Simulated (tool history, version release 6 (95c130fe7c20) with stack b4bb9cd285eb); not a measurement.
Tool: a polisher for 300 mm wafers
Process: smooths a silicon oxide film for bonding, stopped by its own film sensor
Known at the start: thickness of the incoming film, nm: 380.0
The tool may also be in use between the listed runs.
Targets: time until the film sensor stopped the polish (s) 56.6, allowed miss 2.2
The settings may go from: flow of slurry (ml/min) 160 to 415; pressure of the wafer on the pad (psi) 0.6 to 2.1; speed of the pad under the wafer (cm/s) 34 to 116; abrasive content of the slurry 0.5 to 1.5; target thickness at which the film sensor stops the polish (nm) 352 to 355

run,day,flow of slurry (ml/min),pressure of the wafer on the pad (psi),speed of the pad under the wafer (cm/s),abrasive content of the slurry,target thickness at which the film sensor stops the polish (nm),time until the film sensor stopped the polish (s)
1,0,265,1.3,74,1,352,77.573
2,0.2,265,1.3,74,1.1,352,73.098
3,0.571,310,1.3,74,1.1,352,72.174
4,0.817,310,1.3,84,1.1,352,65.921
5,1.033,310,1.3,66,1.1,352,78.543
6,1.35,310,1.4,66,1.1,352,74.359
7,1.588,310,1.4,66,1.1,352,74.977
8,1.712,310,1.5,66,1.1,352,71.446
9,1.971,310,1.6,66,1.1,352,68.342
10,2.012,310,1.7,66,1.1,352,64.02
11,2.196,310,1.9,66,1.1,352,59.435

5 next moves are on the table. One of them brings every result within its allowed miss. Which?
A,2.379,340,2.1,60,0.95,355,?
B,2.379,295,2,70,1.1,353,?
C,2.379,170,1.8,50,1.5,353,?
D,2.379,285,2,60,1.2,355,?
E,2.379,320,1.9,62,1.1,352,?

move,time until the film sensor stopped the polish (s)
A,56.148
B,52.426
C,68.03
D,52.147
E,61.458
A: meets every target
B: takes the result that was furthest off past its target
C: further off than the last run
D: takes the result that was furthest off past its target
E: further off than the last run
Answer: A

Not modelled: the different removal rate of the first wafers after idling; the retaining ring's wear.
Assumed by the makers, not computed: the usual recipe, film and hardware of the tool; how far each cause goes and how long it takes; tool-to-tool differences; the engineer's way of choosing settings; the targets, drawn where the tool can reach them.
